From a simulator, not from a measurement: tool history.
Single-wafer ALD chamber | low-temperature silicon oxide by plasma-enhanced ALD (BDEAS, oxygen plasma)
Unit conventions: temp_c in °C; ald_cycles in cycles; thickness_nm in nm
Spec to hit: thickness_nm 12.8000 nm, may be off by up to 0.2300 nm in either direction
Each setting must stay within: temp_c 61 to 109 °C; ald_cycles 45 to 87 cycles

{"run": 1, "hour": 0.0, "temp_c": 85, "ald_cycles": 66, "thickness_nm": 9.5183}
{"run": 2, "hour": 4.0, "temp_c": 81, "ald_cycles": 66, "thickness_nm": 9.7523}
{"run": 3, "hour": 8.8, "temp_c": 81, "ald_cycles": 60, "thickness_nm": 8.8308}
{"run": 4, "hour": 12.0, "temp_c": 91, "ald_cycles": 60, "thickness_nm": 8.4955}
{"run": 5, "hour": 14.8, "temp_c": 99, "ald_cycles": 60, "thickness_nm": 8.2221}
{"run": 6, "hour": 20.1, "temp_c": 99, "ald_cycles": 55, "thickness_nm": 7.5968}
{"run": 7, "hour": 20.6, "temp_c": 99, "ald_cycles": 55, "thickness_nm": 7.5551}
{"run": 8, "hour": 29.2, "temp_c": 87, "ald_cycles": 66, "thickness_nm": 9.4987}
{"run": 9, "hour": 35.7, "temp_c": 75, "ald_cycles": 77, "thickness_nm": 11.601}
{"run": 10, "hour": 38.5, "temp_c": 72, "ald_cycles": 78, "thickness_nm": 11.859}
{"run": 11, "hour": 46.0, "temp_c": 70, "ald_cycles": 79, "thickness_nm": 12.068}
{"run": 12, "hour": 52.7, "temp_c": 68, "ald_cycles": 80, "thickness_nm": 12.297}

Exercise: of the 5 proposed moves below, exactly one satisfies all targets within the stated allowed misses. Which move is it?
{"run": "A", "hour": 59.4, "temp_c": 67, "ald_cycles": 74, "thickness_nm": "?"}
{"run": "B", "hour": 59.4, "temp_c": 61, "ald_cycles": 75, "thickness_nm": "?"}
{"run": "C", "hour": 59.4, "temp_c": 67, "ald_cycles": 76, "thickness_nm": "?"}
{"run": "D", "hour": 59.4, "temp_c": 79, "ald_cycles": 86, "thickness_nm": "?"}
{"run": "E", "hour": 59.4, "temp_c": 73, "ald_cycles": 78, "thickness_nm": "?"}

move=A thickness_nm=11.5670
move=B thickness_nm=11.9800
move=C thickness_nm=11.8800
move=D thickness_nm=12.8550
move=E thickness_nm=11.9260
A: further off than the last run
B: further off than the last run
C: further off than the last run
D: all results land within tolerance of their targets
E: further off than the last run
D is the move that brings every result within its allowed miss.
